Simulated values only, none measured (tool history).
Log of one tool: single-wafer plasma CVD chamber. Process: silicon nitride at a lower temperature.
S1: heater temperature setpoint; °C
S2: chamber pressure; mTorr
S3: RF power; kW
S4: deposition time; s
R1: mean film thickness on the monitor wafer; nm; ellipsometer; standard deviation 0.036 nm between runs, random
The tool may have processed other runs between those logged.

run	hour	S1	S2	S3	S4	R1
1	0	365	1300	0.4	8.4	11.443
2	2.4	365	1300	0.355	8.4	10.466
3	8	365	1410	0.385	8.4	11.37
4	15	365	1490	0.405	8.4	12.05
5	22.8	365	1680	0.405	8.4	12.457
6	29.4	365	1520	0.405	8.4	12.087

For run 7, what comes out?
7	37.7	365	1580	0.42	8.4	?

Run 7 came out at R1 12.561 nm.
